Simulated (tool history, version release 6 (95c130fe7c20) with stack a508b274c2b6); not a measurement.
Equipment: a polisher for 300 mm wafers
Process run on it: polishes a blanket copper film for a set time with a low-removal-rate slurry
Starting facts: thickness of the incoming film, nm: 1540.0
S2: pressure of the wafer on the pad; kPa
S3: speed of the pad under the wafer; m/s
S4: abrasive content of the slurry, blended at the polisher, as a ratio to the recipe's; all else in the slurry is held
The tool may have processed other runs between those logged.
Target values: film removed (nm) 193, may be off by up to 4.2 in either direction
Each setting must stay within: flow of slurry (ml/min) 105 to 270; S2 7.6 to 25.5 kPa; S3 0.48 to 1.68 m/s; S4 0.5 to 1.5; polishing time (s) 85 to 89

{"run": 1, "hour": 0.0, "flow of slurry (ml/min)": 175, "S2": 16.5, "S3": 1.08, "S4": 1, "polishing time (s)": 85, "film removed (nm)": 257.07}
{"run": 2, "hour": 7.9, "flow of slurry (ml/min)": 165, "S2": 15.2, "S3": 1.08, "S4": 1, "polishing time (s)": 85, "film removed (nm)": 238.36}
{"run": 3, "hour": 10.0, "flow of slurry (ml/min)": 160, "S2": 13.8, "S3": 1.08, "S4": 1, "polishing time (s)": 85, "film removed (nm)": 221.18}
{"run": 4, "hour": 15.3, "flow of slurry (ml/min)": 160, "S2": 16.5, "S3": 1.08, "S4": 1, "polishing time (s)": 85, "film removed (nm)": 251.67}
{"run": 5, "hour": 19.5, "flow of slurry (ml/min)": 160, "S2": 20, "S3": 1.08, "S4": 1, "polishing time (s)": 85, "film removed (nm)": 293.24}
{"run": 6, "hour": 23.3, "flow of slurry (ml/min)": 150, "S2": 17.9, "S3": 1.08, "S4": 1, "polishing time (s)": 85, "film removed (nm)": 267.9}
{"run": 7, "hour": 30.4, "flow of slurry (ml/min)": 150, "S2": 13.8, "S3": 1.06, "S4": 1, "polishing time (s)": 85, "film removed (nm)": 216.73}
{"run": 8, "hour": 38.5, "flow of slurry (ml/min)": 150, "S2": 13.8, "S3": 1.06, "S4": 1, "polishing time (s)": 85, "film removed (nm)": 215.86}
{"run": 9, "hour": 42.5, "flow of slurry (ml/min)": 145, "S2": 13.1, "S3": 1.06, "S4": 1, "polishing time (s)": 85, "film removed (nm)": 206.62}
{"run": 10, "hour": 49.9, "flow of slurry (ml/min)": 140, "S2": 13.1, "S3": 1.06, "S4": 1, "polishing time (s)": 85, "film removed (nm)": 206.04}
{"run": 11, "hour": 58.4, "flow of slurry (ml/min)": 135, "S2": 13.1, "S3": 1.06, "S4": 1, "polishing time (s)": 85, "film removed (nm)": 206.65}

Pick the move, out of 5, that brings all results within their allowed miss; only one does.
{"run": "A", "hour": 66.9, "flow of slurry (ml/min)": 105, "S2": 11.7, "S3": 1.18, "S4": 1.15, "polishing time (s)": 87, "film removed (nm)": "?"}
{"run": "B", "hour": 66.9, "flow of slurry (ml/min)": 160, "S2": 12.4, "S3": 1.04, "S4": 1.1, "polishing time (s)": 85, "film removed (nm)": "?"}
{"run": "C", "hour": 66.9, "flow of slurry (ml/min)": 160, "S2": 11.7, "S3": 0.98, "S4": 1.2, "polishing time (s)": 87, "film removed (nm)": "?"}
{"run": "D", "hour": 66.9, "flow of slurry (ml/min)": 180, "S2": 15.2, "S3": 0.92, "S4": 1.2, "polishing time (s)": 85, "film removed (nm)": "?"}
{"run": "E", "hour": 66.9, "flow of slurry (ml/min)": 145, "S2": 12.4, "S3": 1.18, "S4": 1.05, "polishing time (s)": 85, "film removed (nm)": "?"}

move=A film_removed_(nm)=214.42
move=B film_removed_(nm)=202.77
move=C film_removed_(nm)=192.34
move=D film_removed_(nm)=217.2
move=E film_removed_(nm)=223.09
A: lands further from the targets than the last run did
B: gains on the last run, yet a result remains outside its allowed miss
C: all results in spec
D: lands further from the targets than the last run did
E: lands further from the targets than the last run did
Move C is the one to make.

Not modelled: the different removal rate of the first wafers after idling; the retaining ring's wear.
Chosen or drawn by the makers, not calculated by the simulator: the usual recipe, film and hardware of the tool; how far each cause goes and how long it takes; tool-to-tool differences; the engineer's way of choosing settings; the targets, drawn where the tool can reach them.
